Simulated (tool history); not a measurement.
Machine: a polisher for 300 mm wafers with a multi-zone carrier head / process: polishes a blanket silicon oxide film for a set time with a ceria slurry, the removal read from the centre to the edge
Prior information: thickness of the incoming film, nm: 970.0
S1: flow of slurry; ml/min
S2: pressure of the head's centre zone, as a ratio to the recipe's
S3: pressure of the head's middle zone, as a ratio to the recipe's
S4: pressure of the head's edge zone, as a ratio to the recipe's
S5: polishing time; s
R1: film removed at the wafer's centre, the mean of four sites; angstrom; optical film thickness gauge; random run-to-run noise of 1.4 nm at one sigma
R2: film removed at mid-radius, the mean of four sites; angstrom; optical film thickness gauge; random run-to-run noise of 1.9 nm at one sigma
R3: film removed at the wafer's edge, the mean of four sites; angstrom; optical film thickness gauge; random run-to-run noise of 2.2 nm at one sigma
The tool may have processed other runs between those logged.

run	day	S1	S2	S3	S4	S5	R1	R2	R3
1	0.000	290	1.00	1.00	1.00	57	1235.7	1416.1	1340.0
2	0.304	290	1.00	1.00	0.93	57	1221.8	1393.6	1306.3
3	0.404	290	1.07	1.00	0.93	57	1310.6	1410.6	1351.9
4	0.596	300	1.08	0.99	0.92	58	1334.4	1413.9	1359.5
5	0.725	265	1.08	0.99	0.92	58	1338.9	1408.2	1337.2
6	0.838	265	1.08	0.93	0.92	58	1339.7	1317.2	1363.5
7	1.017	265	1.09	0.93	0.92	59	1359.2	1360.2	1367.2
8	1.075	265	1.10	0.93	0.92	60	1396.7	1359.2	1366.6
9	1.233	270	1.11	0.93	0.93	61	1457.9	1406.1	1427.9
10	1.350	275	1.12	0.93	0.94	61	1469.3	1391.1	1408.5
11	1.642	275	1.12	0.93	0.94	62	1494.6	1439.9	1463.8
12	1.950	275	1.13	0.93	0.94	62	1502.9	1424.8	1442.0
13	2.271	275	1.13	0.93	0.94	63	1525.7	1460.3	1464.1

Estimate the outcome of run 14 from the log above:
14	2.375	280	1.13	0.93	0.95	64	?	?	?

R1: 1550.6 angstrom
R2: 1489.3 angstrom
R3: 1487.2 angstrom
